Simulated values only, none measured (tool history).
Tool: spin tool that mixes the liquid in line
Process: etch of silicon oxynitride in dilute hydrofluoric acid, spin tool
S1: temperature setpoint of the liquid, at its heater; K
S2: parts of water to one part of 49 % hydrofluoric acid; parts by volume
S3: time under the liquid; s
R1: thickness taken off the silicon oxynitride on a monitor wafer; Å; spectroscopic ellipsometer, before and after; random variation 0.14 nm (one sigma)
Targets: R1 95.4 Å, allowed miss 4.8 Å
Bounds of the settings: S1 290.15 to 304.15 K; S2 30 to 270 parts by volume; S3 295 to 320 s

run	hour	S1	S2	S3	R1
1	0	296.15	150	295	40.743
2	2.7	297.65	135	295	51.104
3	7.3	298.65	130	295	53.652
4	14.3	299.65	120	295	61.374
5	18.6	299.65	70	295	111.14
6	22.2	301.15	70	295	118.65
7	27	300.15	70	295	113.74
8	30.7	299.65	70	295	111.99
9	36.2	299.15	70	295	110.9
10	42.3	298.65	70	295	106.43
11	47.4	296.65	75	295	91.157

5 next moves are on the table. One of them brings every result within its allowed miss. Which?
A	52.5	295.15	80	310	?
B	52.5	297.65	90	320	?
C	52.5	292.15	65	305	?
D	52.5	293.15	65	295	?
E	52.5	297.65	80	320	?

move	R1
A	81.998
B	84.136
C	86.558
D	88.02
E	95.47
A: further off than the last run
B: further off than the last run
C: further off than the last run
D: further off than the last run
E: meets every target
Answer: E
